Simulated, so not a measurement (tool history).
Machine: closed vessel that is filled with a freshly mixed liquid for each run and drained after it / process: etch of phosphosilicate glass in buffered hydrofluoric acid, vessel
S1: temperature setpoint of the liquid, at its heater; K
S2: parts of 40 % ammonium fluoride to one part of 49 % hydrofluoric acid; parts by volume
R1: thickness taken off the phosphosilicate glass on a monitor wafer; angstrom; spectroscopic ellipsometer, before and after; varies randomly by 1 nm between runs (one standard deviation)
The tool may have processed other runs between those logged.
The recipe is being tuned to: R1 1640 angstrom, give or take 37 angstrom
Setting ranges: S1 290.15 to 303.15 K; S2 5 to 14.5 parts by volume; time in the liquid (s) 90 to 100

run 1 hour=0 | S1=295.15 S2=9 time_in_the_liquid_(s)=90 | R1=3026.1
run 2 hour=7.3 | S1=293.65 S2=10 time_in_the_liquid_(s)=90 | R1=2629.3
run 3 hour=8.2 | S1=292.65 S2=11 time_in_the_liquid_(s)=90 | R1=2265.7
run 4 hour=17 | S1=291.65 S2=11.5 time_in_the_liquid_(s)=90 | R1=2048
run 5 hour=24.8 | S1=294.15 S2=11.5 time_in_the_liquid_(s)=90 | R1=2318.1
run 6 hour=32.2 | S1=297.65 S2=11.5 time_in_the_liquid_(s)=90 | R1=2844
run 7 hour=35.5 | S1=295.65 S2=12 time_in_the_liquid_(s)=90 | R1=2438.1
run 8 hour=40.5 | S1=291.65 S2=13.5 time_in_the_liquid_(s)=90 | R1=1741.4
run 9 hour=46.3 | S1=291.15 S2=13.5 time_in_the_liquid_(s)=90 | R1=1673.9

Exactly one of the 4 candidate moves below puts every result within its allowed miss. Which one?
run A hour=52.1 | S1=292.15 S2=14 time_in_the_liquid_(s)=90 | R1=?
run B hour=52.1 | S1=290.15 S2=14.5 time_in_the_liquid_(s)=100 | R1=?
run C hour=52.1 | S1=291.15 S2=13 time_in_the_liquid_(s)=90 | R1=?
run D hour=52.1 | S1=291.65 S2=14.5 time_in_the_liquid_(s)=100 | R1=?

move=A R1=1743.7
move=B R1=1670.7
move=C R1=1772.1
move=D R1=1819.6
A: further off than the last run
B: all results land within tolerance of their targets
C: further off than the last run
D: further off than the last run
B meets every target.
